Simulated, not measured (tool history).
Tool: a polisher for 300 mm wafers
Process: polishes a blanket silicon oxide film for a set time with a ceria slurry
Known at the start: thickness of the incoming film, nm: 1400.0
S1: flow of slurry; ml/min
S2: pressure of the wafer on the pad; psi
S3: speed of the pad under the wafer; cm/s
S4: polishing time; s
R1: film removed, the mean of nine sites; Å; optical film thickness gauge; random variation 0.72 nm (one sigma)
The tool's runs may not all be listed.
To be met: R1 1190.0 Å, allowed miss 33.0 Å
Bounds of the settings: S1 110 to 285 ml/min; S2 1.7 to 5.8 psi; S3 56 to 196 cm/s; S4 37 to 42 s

run	hour	S1	S2	S3	S4	R1
1	0.0	180	3.7	126	42	2591.1
2	6.1	180	3.7	110	42	2310.2
3	7.0	175	3.2	106	42	1940.7
4	11.1	170	2.8	104	42	1692.3
5	16.1	165	2.5	104	42	1492.5
6	19.9	155	2.4	104	42	1417.7
7	21.8	145	2.3	104	42	1351.7
8	27.3	120	1.9	104	42	1099.1
9	31.5	125	1.9	104	42	1097.8
10	36.4	130	1.9	104	42	1110.0
11	41.3	135	1.9	104	42	1115.6
12	49.4	140	1.9	104	42	1128.6

5 next moves are on the table. One of them brings every result within its allowed miss. Which?
A	57.5	135	2.9	80	40	?
B	57.5	165	2.5	96	38	?
C	57.5	115	2.7	80	40	?
D	57.5	135	2.0	102	39	?
E	57.5	135	2.5	84	37	?

move	R1
A	1289.7
B	1263.2
C	1175.1
D	1071.4
E	1075.1
A: takes the result that was furthest off past its target
B: takes the result that was furthest off past its target
C: meets every target
D: further off than the last run
E: further off than the last run
The right move is C.

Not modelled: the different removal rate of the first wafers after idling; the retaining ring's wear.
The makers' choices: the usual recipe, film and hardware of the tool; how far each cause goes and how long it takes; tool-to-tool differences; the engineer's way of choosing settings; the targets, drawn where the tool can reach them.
